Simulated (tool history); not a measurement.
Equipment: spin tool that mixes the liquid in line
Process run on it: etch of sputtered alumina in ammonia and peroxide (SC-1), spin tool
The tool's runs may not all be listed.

run	hour	temperature setpoint of the liquid (°C)	parts of 29 % ammonia solution to one part of 30 % peroxide (parts by volume)	time under the liquid (s)	thickness taken off the sputtered alumina on a monitor wafer (Å)
1	0	60	0.7	65	75.502
2	5	59.5	0.7	65	73.857
3	10.4	59.5	0.8	65	74.328
4	14.7	65	0.8	65	98.705
5	22.1	59	0.8	65	72.579
6	28.4	59	0.7	65	71.862
7	29.3	58.5	0.7	65	69.723
8	30.7	58	0.7	65	67.953
9	38.6	57.5	0.7	65	66.398

Run 10, settings as shown, results not yet in. Your forecast:
10	43.6	57	0.7	65	?

{"run 10": {"thickness taken off the sputtered alumina on a monitor wafer (Å)": 64.449}}

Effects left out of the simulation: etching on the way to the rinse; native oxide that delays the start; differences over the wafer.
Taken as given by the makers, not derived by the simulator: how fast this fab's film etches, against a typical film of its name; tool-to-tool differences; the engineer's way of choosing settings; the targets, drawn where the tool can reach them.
